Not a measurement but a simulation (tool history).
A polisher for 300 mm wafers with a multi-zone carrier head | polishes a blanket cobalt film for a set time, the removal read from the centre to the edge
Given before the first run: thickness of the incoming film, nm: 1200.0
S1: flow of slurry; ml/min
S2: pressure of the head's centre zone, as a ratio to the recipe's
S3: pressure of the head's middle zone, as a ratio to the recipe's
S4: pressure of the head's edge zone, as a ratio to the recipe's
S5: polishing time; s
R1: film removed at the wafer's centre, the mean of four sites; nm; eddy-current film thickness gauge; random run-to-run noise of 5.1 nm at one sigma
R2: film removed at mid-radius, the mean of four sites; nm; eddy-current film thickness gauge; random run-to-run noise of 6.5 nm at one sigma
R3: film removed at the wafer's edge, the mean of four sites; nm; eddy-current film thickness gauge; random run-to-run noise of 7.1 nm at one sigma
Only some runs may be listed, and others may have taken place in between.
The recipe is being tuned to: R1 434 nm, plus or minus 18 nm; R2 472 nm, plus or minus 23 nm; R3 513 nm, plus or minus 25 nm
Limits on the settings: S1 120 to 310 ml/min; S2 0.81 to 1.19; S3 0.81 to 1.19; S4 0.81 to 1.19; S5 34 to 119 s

| run | hour | S1 | S2 | S3 | S4 | S5 | R1 | R2 | R3 |
|---|---|---|---|---|---|---|---|---|---|
| 1 | 0 | 200 | 1 | 1 | 1 | 76 | 373.4 | 373.2 | 349.02 |
| 2 | 7.1 | 200 | 0.98 | 0.99 | 1.03 | 80 | 384.95 | 392.72 | 382.38 |
| 3 | 8.1 | 200 | 0.98 | 0.99 | 0.98 | 80 | 375.58 | 375.77 | 374.73 |
| 4 | 12.9 | 200 | 0.98 | 0.99 | 0.91 | 80 | 383 | 385.36 | 364.86 |
| 5 | 21.2 | 200 | 0.96 | 0.98 | 0.93 | 84 | 393.47 | 407 | 379.2 |
| 6 | 28 | 195 | 0.94 | 0.96 | 0.98 | 87 | 407.18 | 403.42 | 412.38 |
| 7 | 31.9 | 195 | 0.94 | 0.96 | 0.98 | 87 | 401.46 | 404.36 | 401.15 |
| 8 | 40.5 | 200 | 0.92 | 0.96 | 1.02 | 90 | 402.63 | 421.89 | 437.57 |
| 9 | 48.3 | 205 | 0.92 | 0.96 | 1.04 | 91 | 399.12 | 429.41 | 448.12 |
| 10 | 53.4 | 205 | 0.92 | 0.96 | 1.04 | 91 | 407.84 | 423.88 | 440.55 |
| 11 | 58.6 | 205 | 0.91 | 0.96 | 1.05 | 93 | 414.42 | 437.43 | 460.16 |
| 12 | 61.7 | 205 | 0.91 | 0.96 | 1.07 | 94 | 427.45 | 436.34 | 457.55 |
| 13 | 69.7 | 210 | 0.9 | 0.96 | 1.08 | 95 | 426.75 | 455.1 | 471.57 |
| 14 | 70.3 | 210 | 0.9 | 0.96 | 1.08 | 95 | 424 | 444.04 | 470.49 |
| 15 | 75.1 | 210 | 0.89 | 0.96 | 1.09 | 96 | 429.16 | 456.69 | 470.26 |
| 16 | 79.4 | 210 | 0.88 | 0.95 | 1.09 | 97 | 417.19 | 451.2 | 487.63 |

Which of these 5 next moves meets every target?
| A | 83.7 | 235 | 0.91 | 0.98 | 1.05 | 94 | ? | ? | ? |
| B | 83.7 | 275 | 0.81 | 0.96 | 1.06 | 93 | ? | ? | ? |
| C | 83.7 | 230 | 0.9 | 0.96 | 1.06 | 93 | ? | ? | ? |
| D | 83.7 | 160 | 0.85 | 0.92 | 1.02 | 108 | ? | ? | ? |
| E | 83.7 | 230 | 0.83 | 1.02 | 1.03 | 96 | ? | ? | ? |

| move | R1 | R2 | R3 |
|---|---|---|---|
| A | 432.6 | 464.1 | 458.1 |
| B | 388.64 | 460.23 | 462.14 |
| C | 421.84 | 449.99 | 454.49 |
| D | 431.69 | 474.39 | 495.18 |
| E | 401.46 | 489.06 | 462.19 |
A: misses by more than the last run did
B: misses by more than the last run did
C: misses by more than the last run did
D: hits every target within its allowed miss
E: misses by more than the last run did
So the answer is move D, the one that meets all the targets.

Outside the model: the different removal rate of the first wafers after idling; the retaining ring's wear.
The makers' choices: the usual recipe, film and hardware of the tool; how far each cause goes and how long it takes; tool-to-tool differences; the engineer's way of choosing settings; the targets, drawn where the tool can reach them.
